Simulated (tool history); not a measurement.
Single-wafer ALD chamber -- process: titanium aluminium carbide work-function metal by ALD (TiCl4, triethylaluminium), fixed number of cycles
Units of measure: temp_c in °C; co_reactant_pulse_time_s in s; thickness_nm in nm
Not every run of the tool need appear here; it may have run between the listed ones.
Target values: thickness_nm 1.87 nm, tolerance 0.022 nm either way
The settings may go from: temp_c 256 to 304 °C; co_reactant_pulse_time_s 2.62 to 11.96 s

{"run": 1, "day": 0.0, "temp_c": 280, "co_reactant_pulse_time_s": 7.29, "thickness_nm": 1.6731}
{"run": 2, "day": 0.312, "temp_c": 287, "co_reactant_pulse_time_s": 7.43, "thickness_nm": 1.729}
{"run": 3, "day": 0.496, "temp_c": 277, "co_reactant_pulse_time_s": 7.43, "thickness_nm": 1.6524}
{"run": 4, "day": 0.642, "temp_c": 285, "co_reactant_pulse_time_s": 7.59, "thickness_nm": 1.7267}
{"run": 5, "day": 0.842, "temp_c": 285, "co_reactant_pulse_time_s": 8.84, "thickness_nm": 1.7626}
{"run": 6, "day": 1.054, "temp_c": 285, "co_reactant_pulse_time_s": 10.68, "thickness_nm": 1.7949}
{"run": 7, "day": 1.142, "temp_c": 288, "co_reactant_pulse_time_s": 10.78, "thickness_nm": 1.813}
{"run": 8, "day": 1.404, "temp_c": 290, "co_reactant_pulse_time_s": 10.89, "thickness_nm": 1.8367}
{"run": 9, "day": 1.512, "temp_c": 291, "co_reactant_pulse_time_s": 10.95, "thickness_nm": 1.8468}

4 next moves are on the table. One of them brings every result within its allowed miss. Which?
{"run": "A", "day": 1.621, "temp_c": 303, "co_reactant_pulse_time_s": 11.16, "thickness_nm": "?"}
{"run": "B", "day": 1.621, "temp_c": 293, "co_reactant_pulse_time_s": 11.22, "thickness_nm": "?"}
{"run": "C", "day": 1.621, "temp_c": 283, "co_reactant_pulse_time_s": 11.96, "thickness_nm": "?"}
{"run": "D", "day": 1.621, "temp_c": 301, "co_reactant_pulse_time_s": 11.96, "thickness_nm": "?"}

move=A thickness_nm=1.9335
move=B thickness_nm=1.8607
move=C thickness_nm=1.7968
move=D thickness_nm=1.9293
A: takes the result that was furthest off past its target
B: every result within its allowed miss
C: moves away from the targets compared with the last run
D: takes the result that was furthest off past its target
The move that meets every target is B.
